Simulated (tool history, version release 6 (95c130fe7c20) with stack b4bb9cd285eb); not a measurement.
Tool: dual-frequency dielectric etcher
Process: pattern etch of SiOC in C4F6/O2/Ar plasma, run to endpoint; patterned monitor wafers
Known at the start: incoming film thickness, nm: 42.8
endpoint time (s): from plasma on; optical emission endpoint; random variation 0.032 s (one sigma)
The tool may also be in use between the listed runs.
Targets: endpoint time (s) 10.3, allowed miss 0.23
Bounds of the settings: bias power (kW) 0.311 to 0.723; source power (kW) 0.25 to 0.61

run	hour	bias power (kW)	source power (kW)	endpoint time (s)
1	0	0.517	0.43	11.883
2	1	0.517	0.49	11.388
3	5.3	0.536	0.49	11.208
4	10.3	0.536	0.44	11.61
5	14	0.558	0.44	11.379
6	14.8	0.558	0.36	12.222
7	22.7	0.584	0.37	11.867
8	29.2	0.606	0.38	11.567

Which of these 5 next moves meets every target?
A	35.7	0.479	0.32	?
B	35.7	0.562	0.37	?
C	35.7	0.585	0.32	?
D	35.7	0.544	0.34	?
E	35.7	0.659	0.48	?

move	endpoint time (s)
A	13.478
B	12.003
C	12.383
D	12.517
E	10.282
A: further off than the last run
B: further off than the last run
C: further off than the last run
D: further off than the last run
E: meets every target
Move E is the one to make.
